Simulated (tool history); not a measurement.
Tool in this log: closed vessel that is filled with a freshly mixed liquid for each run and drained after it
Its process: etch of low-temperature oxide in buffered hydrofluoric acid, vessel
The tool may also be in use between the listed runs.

run,day,temperature setpoint of the liquid (K),parts of 40 % ammonium fluoride to one part of 49 % hydrofluoric acid (parts by volume),time in the liquid (s),thickness taken off the low-temperature oxide on a monitor wafer (angstrom)
1,0,294.15,9,95,4979.7
2,0.204,291.15,9,95,4248.4
3,0.496,291.65,9,95,4340.6
4,0.858,292.15,9,95,4430
5,0.908,292.15,9,100,4637.9
6,1.05,292.65,9,100,4793.2

Predict the results of run 7:
7,1.104,293.15,9,100,?

{"run 7": {"thickness taken off the low-temperature oxide on a monitor wafer (angstrom)": 4922.8}}

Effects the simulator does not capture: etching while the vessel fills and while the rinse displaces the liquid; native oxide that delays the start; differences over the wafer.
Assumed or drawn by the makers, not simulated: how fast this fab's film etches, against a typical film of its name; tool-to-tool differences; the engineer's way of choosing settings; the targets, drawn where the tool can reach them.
